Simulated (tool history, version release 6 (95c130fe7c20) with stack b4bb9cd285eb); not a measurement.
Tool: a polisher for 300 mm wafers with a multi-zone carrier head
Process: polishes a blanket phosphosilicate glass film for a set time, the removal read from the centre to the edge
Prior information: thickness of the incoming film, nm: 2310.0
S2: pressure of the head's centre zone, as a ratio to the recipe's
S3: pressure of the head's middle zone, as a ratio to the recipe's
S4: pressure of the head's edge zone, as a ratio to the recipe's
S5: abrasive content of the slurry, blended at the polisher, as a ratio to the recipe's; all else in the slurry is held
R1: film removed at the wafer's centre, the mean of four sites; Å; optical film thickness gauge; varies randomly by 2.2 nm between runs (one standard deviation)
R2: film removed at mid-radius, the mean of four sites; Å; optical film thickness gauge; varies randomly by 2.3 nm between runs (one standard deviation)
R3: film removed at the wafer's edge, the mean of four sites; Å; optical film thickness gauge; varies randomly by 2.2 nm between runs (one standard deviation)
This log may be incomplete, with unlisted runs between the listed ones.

Run 1, hour 0.0: flow of slurry (ml/min) 200, S2 1.00, S3 1.00, S4 1.00, S5 1.00, polishing time (s) 55. Result: R1 4052.0 Å, R2 4276.6 Å, R3 4057.3 Å.
Run 2, hour 3.7: flow of slurry (ml/min) 200, S2 1.00, S3 1.00, S4 1.00, S5 0.85, polishing time (s) 55. Result: R1 3642.9 Å, R2 3719.9 Å, R3 3665.3 Å.
Run 3, hour 7.9: flow of slurry (ml/min) 195, S2 0.99, S3 0.99, S4 0.99, S5 0.80, polishing time (s) 52. Result: R1 3254.5 Å, R2 3305.7 Å, R3 3343.2 Å.
Run 4, hour 12.9: flow of slurry (ml/min) 195, S2 1.05, S3 0.99, S4 0.99, S5 0.80, polishing time (s) 52. Result: R1 3417.9 Å, R2 3345.8 Å, R3 3289.4 Å.
Run 5, hour 15.5: flow of slurry (ml/min) 190, S2 1.04, S3 0.98, S4 0.98, S5 0.75, polishing time (s) 50. Result: R1 3100.2 Å, R2 2985.3 Å, R3 2986.0 Å.
Run 6, hour 22.5: flow of slurry (ml/min) 145, S2 1.04, S3 0.98, S4 0.98, S5 0.75, polishing time (s) 50. Result: R1 2966.4 Å, R2 2831.5 Å, R3 2941.2 Å.
Run 7, hour 25.8: flow of slurry (ml/min) 145, S2 1.03, S3 0.97, S4 0.97, S5 0.70, polishing time (s) 48. Result: R1 2593.2 Å, R2 2586.4 Å, R3 2622.9 Å.
Run 8, hour 30.6: flow of slurry (ml/min) 125, S2 1.05, S3 0.87, S4 0.95, S5 0.50, polishing time (s) 42. Result: R1 1579.9 Å, R2 1349.9 Å, R3 1535.4 Å.
Run 9, hour 32.9: flow of slurry (ml/min) 140, S2 1.04, S3 0.88, S4 0.96, S5 0.50, polishing time (s) 42. Result: R1 1576.0 Å, R2 1434.1 Å, R3 1511.5 Å.
Run 10, hour 35.1: flow of slurry (ml/min) 135, S2 1.05, S3 0.89, S4 0.99, S5 0.50, polishing time (s) 42. Result: R1 1581.2 Å, R2 1453.4 Å, R3 1519.9 Å.
Run 11, hour 42.1: flow of slurry (ml/min) 135, S2 1.04, S3 0.90, S4 0.97, S5 0.50, polishing time (s) 42. Result: R1 1563.8 Å, R2 1418.6 Å, R3 1541.8 Å.

For run 12, what comes out?
Run 12, hour 47.3: flow of slurry (ml/min) 135, S2 1.04, S3 0.92, S4 0.95, S5 0.50, polishing time (s) 42. Result: R1 ?, R2 ?, R3 ?.

For run 12 the tool returned R1 1568.5 Å, R2 1434.1 Å, R3 1506.5 Å.

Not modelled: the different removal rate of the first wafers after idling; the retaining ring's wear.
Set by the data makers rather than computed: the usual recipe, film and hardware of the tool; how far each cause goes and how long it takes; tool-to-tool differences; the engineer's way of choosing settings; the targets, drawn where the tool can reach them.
